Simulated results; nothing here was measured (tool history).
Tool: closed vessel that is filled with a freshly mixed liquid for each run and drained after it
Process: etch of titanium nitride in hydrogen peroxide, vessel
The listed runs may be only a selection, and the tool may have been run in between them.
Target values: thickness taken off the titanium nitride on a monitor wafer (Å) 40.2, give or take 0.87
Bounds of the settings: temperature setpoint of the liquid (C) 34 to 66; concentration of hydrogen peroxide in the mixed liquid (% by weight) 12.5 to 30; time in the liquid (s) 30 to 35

run  hour  temperature setpoint of the liquid (C)  concentration of hydrogen peroxide in the mixed liquid (% by weight)  time in the liquid (s)  thickness taken off the titanium nitride on a monitor wafer (Å)
  1     0                                      50                                                                  24.5                      35                                                           15.911
  2   6.7                                      50                                                                  24.5                      30                                                           13.576
  3  14.6                                      50                                                                  24.5                      30                                                           13.471
  4  21.6                                      50                                                                    29                      30                                                           14.129
     23.6  -- new drum of peroxide connected
  5  23.6                                      50                                                                    29                      30                                                           14.265
  6  26.5                                      45                                                                    29                      30                                                           9.8412
  7    30                                      50                                                                    29                      30                                                            14.23
  8  35.3                                    53.5                                                                    29                      30                                                           18.281
  9  36.4                                    61.5                                                                  29.5                      30                                                           31.857
 10    40                                    62.5                                                                  29.5                      30                                                           34.421
 11  47.9                                      63                                                                  29.5                      30                                                           35.224

4 candidate next runs follow, results not yet known. Just one meets every target within its allowed miss. Identify it.
  A  55.8                                    62.5                                                                    30                      35                                                                ?
  B  55.8                                      64                                                                  26.5                      35                                                                ?
  C  55.8                                    63.5                                                                    30                      35                                                                ?
  D  55.8                                    63.5                                                                  28.5                      35                                                                ?

move  thickness taken off the titanium nitride on a monitor wafer (Å)
   A                                                           39.666
   B                                                           42.653
   C                                                           42.405
   D                                                           41.925
A: every result lands within tolerance
B: takes the biggest miss from the last run beyond its target
C: takes the biggest miss from the last run beyond its target
D: takes the biggest miss from the last run beyond its target
Correct choice: A, which meets every target

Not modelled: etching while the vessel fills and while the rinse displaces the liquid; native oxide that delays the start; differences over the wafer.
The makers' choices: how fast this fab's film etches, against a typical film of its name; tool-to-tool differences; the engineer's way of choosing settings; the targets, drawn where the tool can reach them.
